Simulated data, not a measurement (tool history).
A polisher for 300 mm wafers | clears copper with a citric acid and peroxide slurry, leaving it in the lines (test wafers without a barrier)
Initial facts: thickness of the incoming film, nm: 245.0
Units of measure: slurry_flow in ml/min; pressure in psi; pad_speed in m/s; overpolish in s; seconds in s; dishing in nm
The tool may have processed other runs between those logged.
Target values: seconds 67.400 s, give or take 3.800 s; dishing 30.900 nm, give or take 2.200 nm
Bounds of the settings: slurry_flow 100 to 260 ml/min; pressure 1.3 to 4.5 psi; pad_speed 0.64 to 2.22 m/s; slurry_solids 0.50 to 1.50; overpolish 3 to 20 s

{"run": 1, "day": 0.0, "slurry_flow": 165, "pressure": 2.9, "pad_speed": 1.42, "slurry_solids": 1.0, "overpolish": 10, "seconds": 86.123, "dishing": 20.309}
{"run": 2, "day": 0.221, "slurry_flow": 145, "pressure": 2.9, "pad_speed": 1.42, "slurry_solids": 1.0, "overpolish": 10, "seconds": 87.233, "dishing": 19.972}
{"run": 3, "day": 0.438, "slurry_flow": 145, "pressure": 2.9, "pad_speed": 1.42, "slurry_solids": 0.8, "overpolish": 10, "seconds": 93.606, "dishing": 18.771}
{"run": 4, "day": 0.667, "slurry_flow": 145, "pressure": 2.9, "pad_speed": 1.42, "slurry_solids": 0.75, "overpolish": 10, "seconds": 91.632, "dishing": 19.167}
{"run": 5, "day": 0.746, "slurry_flow": 120, "pressure": 2.9, "pad_speed": 1.42, "slurry_solids": 0.75, "overpolish": 10, "seconds": 99.407, "dishing": 17.884}
{"run": 6, "day": 0.996, "slurry_flow": 120, "pressure": 2.9, "pad_speed": 1.42, "slurry_solids": 0.75, "overpolish": 7, "seconds": 97.29, "dishing": 13.063}
{"run": 7, "day": 1.367, "slurry_flow": 125, "pressure": 3.1, "pad_speed": 1.42, "slurry_solids": 0.75, "overpolish": 8, "seconds": 87.817, "dishing": 16.113}
{"run": 8, "day": 1.538, "slurry_flow": 135, "pressure": 3.2, "pad_speed": 1.42, "slurry_solids": 0.75, "overpolish": 9, "seconds": 84.985, "dishing": 18.163}
{"run": 9, "day": 1.812, "slurry_flow": 140, "pressure": 3.3, "pad_speed": 1.44, "slurry_solids": 0.75, "overpolish": 10, "seconds": 83.322, "dishing": 21.389}
{"run": 10, "day": 2.092, "slurry_flow": 150, "pressure": 3.4, "pad_speed": 1.44, "slurry_solids": 0.75, "overpolish": 10, "seconds": 82.391, "dishing": 22.16}
{"run": 11, "day": 2.442, "slurry_flow": 150, "pressure": 3.6, "pad_speed": 1.44, "slurry_solids": 0.75, "overpolish": 10, "seconds": 74.521, "dishing": 23.536}
{"run": 12, "day": 2.762, "slurry_flow": 155, "pressure": 3.7, "pad_speed": 1.44, "slurry_solids": 0.75, "overpolish": 10, "seconds": 69.703, "dishing": 23.079}
{"run": 13, "day": 2.942, "slurry_flow": 155, "pressure": 3.7, "pad_speed": 1.46, "slurry_solids": 0.75, "overpolish": 11, "seconds": 71.111, "dishing": 26.597}

Exactly one of the 4 candidate moves below puts every result within its allowed miss. Which one?
{"run": "A", "day": 3.121, "slurry_flow": 145, "pressure": 4.0, "pad_speed": 1.46, "slurry_solids": 0.65, "overpolish": 12, "seconds": "?", "dishing": "?"}
{"run": "B", "day": 3.121, "slurry_flow": 160, "pressure": 3.5, "pad_speed": 1.48, "slurry_solids": 0.75, "overpolish": 13, "seconds": "?", "dishing": "?"}
{"run": "C", "day": 3.121, "slurry_flow": 145, "pressure": 3.6, "pad_speed": 1.42, "slurry_solids": 0.7, "overpolish": 10, "seconds": "?", "dishing": "?"}
{"run": "D", "day": 3.121, "slurry_flow": 160, "pressure": 3.7, "pad_speed": 1.58, "slurry_solids": 0.75, "overpolish": 8, "seconds": "?", "dishing": "?"}

move=A seconds=69.444 dishing=31.212
move=B seconds=75.030 dishing=31.171
move=C seconds=78.004 dishing=23.563
move=D seconds=66.677 dishing=22.146
A: all results land within tolerance of their targets
B: puts the biggest miss on target and leaves a different result outside tolerance
C: misses by more than the last run did
D: misses by more than the last run did
Go with A: it meets all targets.
